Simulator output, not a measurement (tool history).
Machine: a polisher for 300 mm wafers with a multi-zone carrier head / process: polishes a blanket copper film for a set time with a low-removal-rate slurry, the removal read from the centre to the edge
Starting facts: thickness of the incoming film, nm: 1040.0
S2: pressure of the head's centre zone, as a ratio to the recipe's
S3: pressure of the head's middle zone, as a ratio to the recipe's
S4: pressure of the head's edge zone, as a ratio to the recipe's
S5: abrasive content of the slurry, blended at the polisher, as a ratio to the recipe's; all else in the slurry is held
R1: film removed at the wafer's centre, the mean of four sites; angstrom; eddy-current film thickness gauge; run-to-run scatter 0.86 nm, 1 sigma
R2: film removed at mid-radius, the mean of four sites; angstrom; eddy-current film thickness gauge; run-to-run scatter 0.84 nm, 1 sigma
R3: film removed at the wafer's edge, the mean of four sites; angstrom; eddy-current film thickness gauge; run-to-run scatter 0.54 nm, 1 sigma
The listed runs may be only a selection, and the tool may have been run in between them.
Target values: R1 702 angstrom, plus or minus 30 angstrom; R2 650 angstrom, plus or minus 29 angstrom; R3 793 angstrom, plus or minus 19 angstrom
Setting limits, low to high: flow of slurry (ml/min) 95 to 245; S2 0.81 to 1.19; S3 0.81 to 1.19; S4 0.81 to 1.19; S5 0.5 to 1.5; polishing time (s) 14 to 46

{"run": 1, "hour": 0.0, "flow of slurry (ml/min)": 155, "S2": 1, "S3": 1, "S4": 1, "S5": 1, "polishing time (s)": 30, "R1": 1070.8, "R2": 1095.5, "R3": 1102.4}
{"run": 2, "hour": 1.1, "flow of slurry (ml/min)": 125, "S2": 1, "S3": 1, "S4": 1, "S5": 1, "polishing time (s)": 30, "R1": 1027.4, "R2": 1028.9, "R3": 1059.9}
{"run": 3, "hour": 9.3, "flow of slurry (ml/min)": 125, "S2": 1, "S3": 1, "S4": 0.94, "S5": 1, "polishing time (s)": 30, "R1": 1021.2, "R2": 1016.9, "R3": 1018}
{"run": 4, "hour": 11.1, "flow of slurry (ml/min)": 125, "S2": 1, "S3": 1, "S4": 0.9, "S5": 1, "polishing time (s)": 30, "R1": 1044.3, "R2": 1035.1, "R3": 1012.4}
{"run": 5, "hour": 19.5, "flow of slurry (ml/min)": 125, "S2": 1, "S3": 1, "S4": 0.9, "S5": 1, "polishing time (s)": 33, "R1": 1135.4, "R2": 1113.7, "R3": 1104.3}
{"run": 6, "hour": 24.3, "flow of slurry (ml/min)": 115, "S2": 0.98, "S3": 0.95, "S4": 0.92, "S5": 0.9, "polishing time (s)": 31, "R1": 969.43, "R2": 949.4, "R3": 1018.7}
{"run": 7, "hour": 26.4, "flow of slurry (ml/min)": 110, "S2": 0.98, "S3": 0.92, "S4": 0.9, "S5": 0.8, "polishing time (s)": 30, "R1": 922.51, "R2": 884.74, "R3": 946.51}
{"run": 8, "hour": 28.3, "flow of slurry (ml/min)": 105, "S2": 0.97, "S3": 0.89, "S4": 0.91, "S5": 0.75, "polishing time (s)": 29, "R1": 865.26, "R2": 819.92, "R3": 893.29}
{"run": 9, "hour": 31.0, "flow of slurry (ml/min)": 100, "S2": 0.96, "S3": 0.87, "S4": 0.94, "S5": 0.7, "polishing time (s)": 28, "R1": 773.38, "R2": 748.91, "R3": 864.26}
{"run": 10, "hour": 31.8, "flow of slurry (ml/min)": 100, "S2": 0.96, "S3": 0.85, "S4": 0.94, "S5": 0.65, "polishing time (s)": 28, "R1": 786.97, "R2": 705.42, "R3": 846.05}
{"run": 11, "hour": 33.1, "flow of slurry (ml/min)": 100, "S2": 0.95, "S3": 0.84, "S4": 0.93, "S5": 0.6, "polishing time (s)": 28, "R1": 756.47, "R2": 712.68, "R3": 842.71}
{"run": 12, "hour": 38.4, "flow of slurry (ml/min)": 100, "S2": 0.95, "S3": 0.83, "S4": 0.93, "S5": 0.6, "polishing time (s)": 28, "R1": 761.56, "R2": 688.96, "R3": 844.84}
{"run": 13, "hour": 40.7, "flow of slurry (ml/min)": 100, "S2": 0.94, "S3": 0.83, "S4": 0.92, "S5": 0.55, "polishing time (s)": 28, "R1": 748.71, "R2": 681.72, "R3": 826.01}
{"run": 14, "hour": 48.6, "flow of slurry (ml/min)": 100, "S2": 0.93, "S3": 0.83, "S4": 0.92, "S5": 0.55, "polishing time (s)": 28, "R1": 747.38, "R2": 666.53, "R3": 822.6}
{"run": 15, "hour": 55.4, "flow of slurry (ml/min)": 100, "S2": 0.92, "S3": 0.84, "S4": 0.92, "S5": 0.55, "polishing time (s)": 28, "R1": 744.97, "R2": 687.15, "R3": 828.19}
{"run": 16, "hour": 58.6, "flow of slurry (ml/min)": 100, "S2": 0.91, "S3": 0.84, "S4": 0.91, "S5": 0.55, "polishing time (s)": 28, "R1": 732.67, "R2": 697.89, "R3": 822.08}
{"run": 17, "hour": 65.5, "flow of slurry (ml/min)": 100, "S2": 0.91, "S3": 0.83, "S4": 0.91, "S5": 0.55, "polishing time (s)": 28, "R1": 725.89, "R2": 691.3, "R3": 820.06}

Exercise: of the 5 proposed moves below, exactly one satisfies all targets within the stated allowed misses. Which move is it?
{"run": "A", "hour": 72.4, "flow of slurry (ml/min)": 105, "S2": 1, "S3": 0.82, "S4": 0.89, "S5": 0.5, "polishing time (s)": 27, "R1": "?", "R2": "?", "R3": "?"}
{"run": "B", "hour": 72.4, "flow of slurry (ml/min)": 105, "S2": 0.91, "S3": 0.81, "S4": 0.91, "S5": 0.5, "polishing time (s)": 27, "R1": "?", "R2": "?", "R3": "?"}
{"run": "C", "hour": 72.4, "flow of slurry (ml/min)": 110, "S2": 0.95, "S3": 0.81, "S4": 0.9, "S5": 0.5, "polishing time (s)": 26, "R1": "?", "R2": "?", "R3": "?"}
{"run": "D", "hour": 72.4, "flow of slurry (ml/min)": 120, "S2": 0.97, "S3": 0.81, "S4": 1.01, "S5": 0.55, "polishing time (s)": 26, "R1": "?", "R2": "?", "R3": "?"}
{"run": "E", "hour": 72.4, "flow of slurry (ml/min)": 95, "S2": 0.84, "S3": 0.91, "S4": 0.85, "S5": 0.6, "polishing time (s)": 29, "R1": "?", "R2": "?", "R3": "?"}

move=A R1=772.52 R2=661.01 R3=775.6
move=B R1=702.41 R2=654.73 R3=783.64
move=C R1=718.34 R2=639.64 R3=758.3
move=D R1=765.76 R2=665.12 R3=826.29
move=E R1=687.8 R2=768.79 R3=818.45
A: brings the result that was furthest off to its target, and leaves another outside
B: every result lands within tolerance
C: takes the biggest miss from the last run beyond its target
D: moves away from the targets compared with the last run
E: moves away from the targets compared with the last run
So the answer is move B, the one that meets all the targets.
